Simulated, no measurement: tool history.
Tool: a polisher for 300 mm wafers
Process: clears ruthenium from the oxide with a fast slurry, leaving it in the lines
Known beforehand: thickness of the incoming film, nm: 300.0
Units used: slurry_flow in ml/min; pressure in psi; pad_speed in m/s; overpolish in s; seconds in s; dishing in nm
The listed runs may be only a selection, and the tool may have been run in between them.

| run | hour | slurry_flow | pressure | pad_speed | slurry_solids | overpolish | seconds | dishing |
|---|---|---|---|---|---|---|---|---|
| 1 | 0 | 180 | 1.7 | 0.76 | 1 | 23 | 161.57 | 37.042 |
| 2 | 2.2 | 180 | 1.7 | 0.94 | 1 | 23 | 132.46 | 44.929 |
| 3 | 5 | 200 | 1.7 | 0.94 | 1 | 23 | 129.3 | 44.254 |
| 4 | 9.9 | 200 | 1.5 | 0.94 | 1 | 23 | 150.33 | 38.919 |
| 5 | 15.2 | 180 | 1.5 | 0.94 | 1 | 23 | 151.14 | 38.524 |
| 6 | 20.7 | 180 | 1.5 | 0.94 | 1 | 16 | 153.31 | 28.329 |
| 7 | 25.2 | 180 | 1.4 | 0.94 | 1 | 18 | 163.22 | 28.831 |

The next listed run, before its measurement:
| 8 | 26.9 | 180 | 1.3 | 0.94 | 1 | 19 | ? | ? |

{"run 8": {"seconds": 169.82, "dishing": 28.973}}
